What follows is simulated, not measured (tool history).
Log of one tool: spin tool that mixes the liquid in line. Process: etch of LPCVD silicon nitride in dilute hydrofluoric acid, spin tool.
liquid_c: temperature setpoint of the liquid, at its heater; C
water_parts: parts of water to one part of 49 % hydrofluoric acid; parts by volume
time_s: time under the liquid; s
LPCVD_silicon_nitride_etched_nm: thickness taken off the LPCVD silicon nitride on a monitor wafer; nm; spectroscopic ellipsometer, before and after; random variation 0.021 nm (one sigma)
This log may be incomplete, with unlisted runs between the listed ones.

| run | hour | liquid_c | water_parts | time_s | LPCVD_silicon_nitride_etched_nm |
|---|---|---|---|---|---|
| 1 | 0 | 24 | 55 | 45 | 0.39812 |
| 2 | 3.5 | 24 | 75 | 45 | 0.29627 |
| 3 | 5.1 | 26.5 | 60 | 45 | 0.43335 |
| 4 | 9.1 | 30 | 60 | 45 | 0.53737 |
| 5 | 12.4 | 30 | 50 | 45 | 0.63777 |
| 6 | 17 | 32 | 50 | 45 | 0.72091 |

Run 7, settings as shown, results not yet in. Your forecast:
| 7 | 18 | 32 | 40 | 45 | ? |

{"run 7": {"LPCVD_silicon_nitride_etched_nm": 0.90185}}
